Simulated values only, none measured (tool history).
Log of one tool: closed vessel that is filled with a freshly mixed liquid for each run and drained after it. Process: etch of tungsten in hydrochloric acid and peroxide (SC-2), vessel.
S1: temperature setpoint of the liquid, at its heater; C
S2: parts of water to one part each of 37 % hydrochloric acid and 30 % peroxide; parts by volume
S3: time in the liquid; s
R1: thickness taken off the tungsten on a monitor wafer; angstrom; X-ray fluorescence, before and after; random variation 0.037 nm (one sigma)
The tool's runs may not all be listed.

| run | hour | S1 | S2 | S3 | R1 |
|---|---|---|---|---|---|
| 1 | 0 | 52 | 6 | 50 | 87.471 |
| 2 | 3.4 | 49 | 6 | 50 | 71.633 |
| 3 | 4.4 | 46.5 | 6 | 50 | 61.194 |
| 4 | 8.2 | 50.5 | 6 | 50 | 79.133 |
| 5 | 9.3 | 47.5 | 6 | 50 | 65.176 |
| 6 | 11.3 | 47.5 | 6 | 30 | 38.969 |
| 7 | 11.9 | 48 | 6 | 30 | 40.434 |

The next listed run, before its measurement:
| 8 | 15.2 | 48.5 | 6 | 30 | ? |

R1: 41.523 angstrom

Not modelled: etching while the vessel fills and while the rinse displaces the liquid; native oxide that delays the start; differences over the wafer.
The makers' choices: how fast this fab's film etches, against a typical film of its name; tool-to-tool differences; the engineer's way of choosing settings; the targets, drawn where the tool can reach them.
